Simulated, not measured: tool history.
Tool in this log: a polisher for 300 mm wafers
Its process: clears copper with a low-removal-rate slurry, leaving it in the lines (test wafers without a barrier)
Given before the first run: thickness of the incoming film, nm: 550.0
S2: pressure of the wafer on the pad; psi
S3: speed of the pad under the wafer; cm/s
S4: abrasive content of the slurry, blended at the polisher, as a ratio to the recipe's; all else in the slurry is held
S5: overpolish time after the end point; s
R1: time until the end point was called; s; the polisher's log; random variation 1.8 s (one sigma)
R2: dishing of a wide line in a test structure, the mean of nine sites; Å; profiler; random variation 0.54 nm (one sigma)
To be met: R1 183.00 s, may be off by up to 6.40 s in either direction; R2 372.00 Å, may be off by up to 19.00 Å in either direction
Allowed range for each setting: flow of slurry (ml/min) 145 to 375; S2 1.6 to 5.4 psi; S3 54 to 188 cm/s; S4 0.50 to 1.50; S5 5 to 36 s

Run 1, hour 0.0: flow of slurry (ml/min) 240, S2 3.5 psi, S3 120 cm/s, S4 1.00, S5 18 s. Result: R1 115.52 s, R2 602.78 Å.
Run 2, hour 5.5: flow of slurry (ml/min) 240, S2 3.1 psi, S3 120 cm/s, S4 1.00, S5 18 s. Result: R1 123.96 s, R2 546.10 Å.
Run 3, hour 13.2: flow of slurry (ml/min) 235, S2 2.7 psi, S3 118 cm/s, S4 1.00, S5 18 s. Result: R1 144.63 s, R2 485.85 Å.
Run 4, hour 19.1: flow of slurry (ml/min) 235, S2 2.7 psi, S3 118 cm/s, S4 1.20, S5 18 s. Result: R1 137.53 s, R2 501.17 Å.
Run 5, hour 24.1: flow of slurry (ml/min) 235, S2 3.0 psi, S3 118 cm/s, S4 1.20, S5 18 s. Result: R1 125.32 s, R2 541.90 Å.
Run 6, hour 26.4: flow of slurry (ml/min) 235, S2 2.6 psi, S3 118 cm/s, S4 1.20, S5 18 s. Result: R1 140.97 s, R2 496.56 Å.
Run 7, hour 31.9: flow of slurry (ml/min) 235, S2 2.3 psi, S3 118 cm/s, S4 1.20, S5 18 s. Result: R1 154.45 s, R2 448.79 Å.
Run 8, hour 36.6: flow of slurry (ml/min) 235, S2 2.1 psi, S3 118 cm/s, S4 1.20, S5 18 s. Result: R1 166.13 s, R2 432.99 Å.
Run 9, hour 40.6: flow of slurry (ml/min) 235, S2 2.0 psi, S3 118 cm/s, S4 1.20, S5 18 s. Result: R1 171.59 s, R2 410.16 Å.
Run 10, hour 46.0: flow of slurry (ml/min) 230, S2 1.7 psi, S3 118 cm/s, S4 1.20, S5 17 s. Result: R1 188.77 s, R2 347.40 Å.
Run 11, hour 50.8: flow of slurry (ml/min) 235, S2 1.7 psi, S3 118 cm/s, S4 1.20, S5 17 s. Result: R1 193.25 s, R2 350.38 Å.

Which one of the following 4 next-run settings gets every result inside its allowed miss? There is exactly one.
Run A, hour 55.6: flow of slurry (ml/min) 225, S2 2.1 psi, S3 110 cm/s, S4 1.20, S5 13 s. Result: R1 ?, R2 ?.
Run B, hour 55.6: flow of slurry (ml/min) 265, S2 2.1 psi, S3 110 cm/s, S4 1.05, S5 17 s. Result: R1 ?, R2 ?.
Run C, hour 55.6: flow of slurry (ml/min) 230, S2 1.6 psi, S3 112 cm/s, S4 1.20, S5 20 s. Result: R1 ?, R2 ?.
Run D, hour 55.6: flow of slurry (ml/min) 275, S2 1.9 psi, S3 102 cm/s, S4 1.15, S5 19 s. Result: R1 ?, R2 ?.

move      R1      R2
   A  179.22  300.42
   B  183.00  374.16
   C  214.16  371.25
   D  206.04  370.12
A: brings the result that was furthest off to its target, and leaves another outside
B: meets every target
C: its largest miss is bigger than the last run's
D: its largest miss is bigger than the last run's
B meets every target.
